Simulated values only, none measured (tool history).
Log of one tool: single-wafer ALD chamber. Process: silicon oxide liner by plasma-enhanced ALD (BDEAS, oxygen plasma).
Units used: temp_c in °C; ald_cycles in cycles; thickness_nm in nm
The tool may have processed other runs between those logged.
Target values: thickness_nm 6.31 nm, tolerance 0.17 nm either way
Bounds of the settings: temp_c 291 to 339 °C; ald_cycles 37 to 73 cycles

Run 1, hour 0: temp_c 315 °C, ald_cycles 55 cycles. Result: thickness_nm 5.1404 nm.
Run 2, hour 2.3: temp_c 315 °C, ald_cycles 57 cycles. Result: thickness_nm 5.4039 nm.
Run 3, hour 8.4: temp_c 315 °C, ald_cycles 51 cycles. Result: thickness_nm 4.8538 nm.
Run 4, hour 13.2: temp_c 315 °C, ald_cycles 53 cycles. Result: thickness_nm 5.0053 nm.
Run 5, hour 16.2: temp_c 322 °C, ald_cycles 53 cycles. Result: thickness_nm 4.9386 nm.
Run 6, hour 17: temp_c 321 °C, ald_cycles 55 cycles. Result: thickness_nm 5.119 nm.
Run 7, hour 20.8: temp_c 321 °C, ald_cycles 57 cycles. Result: thickness_nm 5.3191 nm.
Run 8, hour 28: temp_c 321 °C, ald_cycles 58 cycles. Result: thickness_nm 5.466 nm.
Run 9, hour 31.1: temp_c 321 °C, ald_cycles 59 cycles. Result: thickness_nm 5.4974 nm.
Run 10, hour 38.9: temp_c 321 °C, ald_cycles 60 cycles. Result: thickness_nm 5.5938 nm.

Next run, 5 choices. One meets every target within its allowed miss, the rest don't. Which?
Run A, hour 46.7: temp_c 312 °C, ald_cycles 66 cycles. Result: thickness_nm ?.
Run B, hour 46.7: temp_c 320 °C, ald_cycles 62 cycles. Result: thickness_nm ?.
Run C, hour 46.7: temp_c 315 °C, ald_cycles 71 cycles. Result: thickness_nm ?.
Run D, hour 46.7: temp_c 322 °C, ald_cycles 64 cycles. Result: thickness_nm ?.
Run E, hour 46.7: temp_c 321 °C, ald_cycles 64 cycles. Result: thickness_nm ?.

move  thickness_nm
   A        6.2741
   B        5.8175
   C        6.7167
   D        5.9855
   E        5.9953
A: in spec on every target
B: closer than the last run, but not yet in spec
C: takes the biggest miss from the last run beyond its target
D: closer than the last run, but not yet in spec
E: closer than the last run, but not yet in spec
Go with A: it meets all targets.
